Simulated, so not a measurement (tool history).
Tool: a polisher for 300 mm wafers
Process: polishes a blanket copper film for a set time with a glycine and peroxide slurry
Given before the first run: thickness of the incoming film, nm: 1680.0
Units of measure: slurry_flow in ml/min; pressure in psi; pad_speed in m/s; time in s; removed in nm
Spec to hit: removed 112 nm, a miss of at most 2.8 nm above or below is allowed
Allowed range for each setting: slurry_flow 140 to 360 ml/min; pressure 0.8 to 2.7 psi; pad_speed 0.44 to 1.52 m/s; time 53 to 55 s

{"run": 1, "day": 0.0, "slurry_flow": 230, "pressure": 1.7, "pad_speed": 0.98, "time": 53, "removed": 172.73}
{"run": 2, "day": 0.179, "slurry_flow": 225, "pressure": 1.4, "pad_speed": 0.96, "time": 53, "removed": 148.12}
{"run": 3, "day": 0.462, "slurry_flow": 225, "pressure": 1, "pad_speed": 0.96, "time": 53, "removed": 117.92}
{"run": 4, "day": 0.704, "slurry_flow": 200, "pressure": 1, "pad_speed": 0.96, "time": 53, "removed": 117.07}
{"run": 5, "day": 0.8, "slurry_flow": 195, "pressure": 1, "pad_speed": 0.96, "time": 53, "removed": 116.29}
{"run": 6, "day": 0.838, "slurry_flow": 195, "pressure": 1, "pad_speed": 0.76, "time": 53, "removed": 101.3}
{"run": 7, "day": 1.171, "slurry_flow": 210, "pressure": 1, "pad_speed": 0.76, "time": 53, "removed": 101.54}
{"run": 8, "day": 1.417, "slurry_flow": 215, "pressure": 1.1, "pad_speed": 0.76, "time": 53, "removed": 107.31}
{"run": 9, "day": 1.638, "slurry_flow": 220, "pressure": 1.1, "pad_speed": 0.76, "time": 53, "removed": 108.4}
{"run": 10, "day": 1.917, "slurry_flow": 225, "pressure": 1.1, "pad_speed": 0.76, "time": 53, "removed": 108.44}

Below are 5 possible settings for the next run. Only one of them brings all results inside the allowed miss of their targets. Which is it?
{"run": "A", "day": 2.196, "slurry_flow": 230, "pressure": 1.1, "pad_speed": 0.86, "time": 53, "removed": "?"}
{"run": "B", "day": 2.196, "slurry_flow": 285, "pressure": 0.8, "pad_speed": 0.98, "time": 55, "removed": "?"}
{"run": "C", "day": 2.196, "slurry_flow": 230, "pressure": 1.1, "pad_speed": 0.68, "time": 54, "removed": "?"}
{"run": "D", "day": 2.196, "slurry_flow": 215, "pressure": 1.3, "pad_speed": 0.58, "time": 54, "removed": "?"}
{"run": "E", "day": 2.196, "slurry_flow": 230, "pressure": 1.2, "pad_speed": 0.6, "time": 54, "removed": "?"}

move=A removed=115.66
move=B removed=109.63
move=C removed=103.28
move=D removed=103.36
move=E removed=101.49
A: pushes the last run's worst result past its target
B: every result lands within tolerance
C: its largest miss is bigger than the last run's
D: its largest miss is bigger than the last run's
E: its largest miss is bigger than the last run's
Correct choice: B, which meets every target
